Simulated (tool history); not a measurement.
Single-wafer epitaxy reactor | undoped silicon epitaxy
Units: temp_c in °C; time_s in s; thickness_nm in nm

run 1 day=0.000 | temp_c=630 time_s=576 | thickness_nm=68.312
run 2 day=0.229 | temp_c=635 time_s=590 | thickness_nm=79.490
run 3 day=0.392 | temp_c=639 time_s=596 | thickness_nm=89.080
run 4 day=0.688 | temp_c=643 time_s=596 | thickness_nm=99.439
run 5 day=1.038 | temp_c=643 time_s=655 | thickness_nm=108.530
run 6 day=1.350 | temp_c=645 time_s=655 | thickness_nm=114.050

The next listed run, before its measurement:
run 7 day=1.538 | temp_c=646 time_s=655 | thickness_nm=?

thickness_nm: 116.660 nm
